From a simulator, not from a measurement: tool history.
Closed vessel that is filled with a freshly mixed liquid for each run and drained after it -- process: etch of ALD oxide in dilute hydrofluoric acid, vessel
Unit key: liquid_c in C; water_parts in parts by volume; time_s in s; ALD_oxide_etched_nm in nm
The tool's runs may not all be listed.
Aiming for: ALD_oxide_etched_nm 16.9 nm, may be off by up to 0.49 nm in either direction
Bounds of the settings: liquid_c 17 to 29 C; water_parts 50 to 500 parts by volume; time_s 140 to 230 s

run,day,liquid_c,water_parts,time_s,ALD_oxide_etched_nm
1,0,21,275,230,5.0449
2,0.35,21,320,230,4.1716
3,0.438,21,320,140,2.5452
4,0.779,22.5,275,140,3.2092
5,0.938,22.5,370,140,2.2056
6,1.188,21.5,305,160,3.1285
7,1.267,20.5,255,175,4.178
8,1.454,20,215,185,5.3211
9,1.675,20,215,185,5.3235
10,1.992,19.5,180,195,6.7605
# day 2.15: hydrofluoric acid flow meter replaced
11,2.15,19,155,200,8.8896
12,2.467,19,50,200,30.451
13,2.767,18.5,60,200,24.581
14,2.821,18,65,200,22.27
15,3.05,18,70,200,20.7
16,3.238,17.5,75,200,18.645
17,3.575,17,90,200,14.967
18,3.696,17.5,90,200,15.15
19,3.733,18,90,200,15.566
20,3.775,18.5,90,200,15.827
21,3.821,19,90,200,16.221

Exercise: of the 4 proposed moves below, exactly one satisfies all targets within the stated allowed misses. Which move is it?
A,3.867,19.5,100,230,?
B,3.867,19.5,95,230,?
C,3.867,19.5,105,225,?
D,3.867,18.5,65,140,?

move,ALD_oxide_etched_nm
A,16.91
B,17.899
C,15.669
D,15.793
A: in spec on every target
B: takes the result that was furthest off past its target
C: moves away from the targets compared with the last run
D: moves away from the targets compared with the last run
Correct choice: A, which meets every target
